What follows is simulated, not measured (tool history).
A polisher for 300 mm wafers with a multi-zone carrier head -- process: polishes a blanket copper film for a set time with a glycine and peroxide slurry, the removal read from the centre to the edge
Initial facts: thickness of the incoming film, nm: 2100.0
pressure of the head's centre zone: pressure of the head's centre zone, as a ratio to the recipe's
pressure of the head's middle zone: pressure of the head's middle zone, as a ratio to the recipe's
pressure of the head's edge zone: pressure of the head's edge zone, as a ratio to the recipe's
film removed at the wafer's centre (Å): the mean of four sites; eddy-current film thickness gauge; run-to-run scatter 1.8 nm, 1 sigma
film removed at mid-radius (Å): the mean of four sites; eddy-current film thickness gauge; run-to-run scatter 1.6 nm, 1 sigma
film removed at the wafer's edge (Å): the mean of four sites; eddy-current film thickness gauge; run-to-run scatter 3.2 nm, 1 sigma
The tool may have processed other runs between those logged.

run	hour	flow of slurry (ml/min)	pressure of the head's centre zone	pressure of the head's middle zone	pressure of the head's edge zone	polishing time (s)	film removed at the wafer's centre (Å)	film removed at mid-radius (Å)	film removed at the wafer's edge (Å)
1	0	140	1	1	1	46	2841.4	2753.1	2743.4
2	7.2	115	1	1	1	46	2655	2649.7	2656.5
3	8.3	115	1	1	1.05	46	2672.1	2649.3	2716.5
4	13.3	115	1	0.96	1.05	46	2705.6	2579.9	2784.6
5	21	115	0.94	0.96	1.05	46	2531.4	2583.7	2764.1
6	28.7	100	0.94	0.96	1.05	46	2399.5	2421.8	2641.3
7	34.2	100	0.93	0.96	1.04	45	2287.5	2415.1	2599.3
8	35.5	100	0.92	0.96	1.02	44	2235.6	2350.8	2461.9
9	44.6	100	0.91	0.96	1.02	44	2242.8	2365.9	2517.4
10	48.7	100	0.9	0.96	1.01	43	2145.5	2294.6	2403.1

Run 11 has not been measured yet. What should we expect?
11	56.8	100	0.89	0.96	1	43	?	?	?

Run 11 measured film removed at the wafer's centre (Å) 2074.7, film removed at mid-radius (Å) 2311.1, film removed at the wafer's edge (Å) 2453.1.

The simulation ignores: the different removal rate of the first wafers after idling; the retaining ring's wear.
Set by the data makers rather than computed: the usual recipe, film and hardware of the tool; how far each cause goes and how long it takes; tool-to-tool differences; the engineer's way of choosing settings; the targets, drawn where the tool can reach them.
